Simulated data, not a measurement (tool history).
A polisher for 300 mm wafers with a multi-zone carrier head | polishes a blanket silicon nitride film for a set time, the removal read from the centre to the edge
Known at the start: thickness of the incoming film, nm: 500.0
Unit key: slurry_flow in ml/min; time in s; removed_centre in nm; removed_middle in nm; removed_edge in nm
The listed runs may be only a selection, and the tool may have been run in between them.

Run 1, hour 0: slurry_flow 250 ml/min, centre_zone 1, middle_zone 1, edge_zone 1, time 52 s. Result: removed_centre 124.77 nm, removed_middle 124.56 nm, removed_edge 127.62 nm.
Run 2, hour 8.1: slurry_flow 255 ml/min, centre_zone 1.01, middle_zone 0.99, edge_zone 1.03, time 54 s. Result: removed_centre 133.36 nm, removed_middle 126.92 nm, removed_edge 133.08 nm.
Run 3, hour 10.9: slurry_flow 280 ml/min, centre_zone 1.01, middle_zone 0.99, edge_zone 1.03, time 54 s. Result: removed_centre 131.77 nm, removed_middle 130.9 nm, removed_edge 131.69 nm.
Run 4, hour 12.1: slurry_flow 280 ml/min, centre_zone 1.01, middle_zone 0.99, edge_zone 1.03, time 47 s. Result: removed_centre 116.33 nm, removed_middle 115.79 nm, removed_edge 115.51 nm.
Run 5, hour 13.4: slurry_flow 280 ml/min, centre_zone 1.01, middle_zone 1.05, edge_zone 1.03, time 47 s. Result: removed_centre 114.23 nm, removed_middle 117.86 nm, removed_edge 118.44 nm.
Run 6, hour 19.6: slurry_flow 235 ml/min, centre_zone 1.01, middle_zone 1.05, edge_zone 1.03, time 47 s. Result: removed_centre 113.85 nm, removed_middle 118.15 nm, removed_edge 114.85 nm.
Run 7, hour 22.5: slurry_flow 255 ml/min, centre_zone 1, middle_zone 1.02, edge_zone 1.05, time 51 s. Result: removed_centre 122.27 nm, removed_middle 125.9 nm, removed_edge 126.94 nm.
Run 8, hour 24.6: slurry_flow 250 ml/min, centre_zone 0.99, middle_zone 0.98, edge_zone 1.07, time 54 s. Result: removed_centre 129.63 nm, removed_middle 127.29 nm, removed_edge 135.1 nm.

Forecast run 9:
Run 9, hour 30.4: slurry_flow 245 ml/min, centre_zone 0.99, middle_zone 0.97, edge_zone 1.09, time 56 s. Result: removed_centre ?, removed_middle ?, removed_edge ?.

Run 9 gave removed_centre 133.2 nm, removed_middle 132.42 nm, removed_edge 142.32 nm.
